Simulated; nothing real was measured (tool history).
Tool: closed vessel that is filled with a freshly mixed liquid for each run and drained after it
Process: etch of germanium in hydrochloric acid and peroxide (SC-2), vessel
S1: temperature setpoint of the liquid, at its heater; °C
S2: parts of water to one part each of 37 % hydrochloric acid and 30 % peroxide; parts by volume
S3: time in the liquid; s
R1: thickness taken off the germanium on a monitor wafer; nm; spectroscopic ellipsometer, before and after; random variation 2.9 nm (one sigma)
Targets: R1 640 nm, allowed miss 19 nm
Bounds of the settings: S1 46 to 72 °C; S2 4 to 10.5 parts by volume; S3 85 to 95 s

run 1 hour=0 | S1=62 S2=5.5 S3=85 | R1=480.9
run 2 hour=6.6 | S1=65 S2=5.5 S3=85 | R1=523.86
run 3 hour=12.7 | S1=65 S2=5.5 S3=85 | R1=528.98
run 4 hour=15.7 | S1=67 S2=5.5 S3=85 | R1=556.97
run 5 hour=20.9 | S1=68.5 S2=5.5 S3=85 | R1=583.08
run 6 hour=28.3 | S1=69.5 S2=5.5 S3=85 | R1=598.27
run 7 hour=32.1 | S1=70 S2=5.5 S3=85 | R1=606.81
run 8 hour=35.8 | S1=70.5 S2=5.5 S3=85 | R1=616.14

Which of these 5 next moves meets every target?
run A hour=39.5 | S1=67 S2=5.5 S3=90 | R1=?
run B hour=39.5 | S1=69.5 S2=8 S3=85 | R1=?
run C hour=39.5 | S1=68 S2=5.5 S3=95 | R1=?
run D hour=39.5 | S1=66 S2=6.5 S3=95 | R1=?
run E hour=39.5 | S1=69 S2=5 S3=85 | R1=?

move=A R1=592.67
move=B R1=585.63
move=C R1=643.78
move=D R1=602.3
move=E R1=595.15
A: further off than the last run
B: further off than the last run
C: meets every target
D: further off than the last run
E: further off than the last run
Answer: C
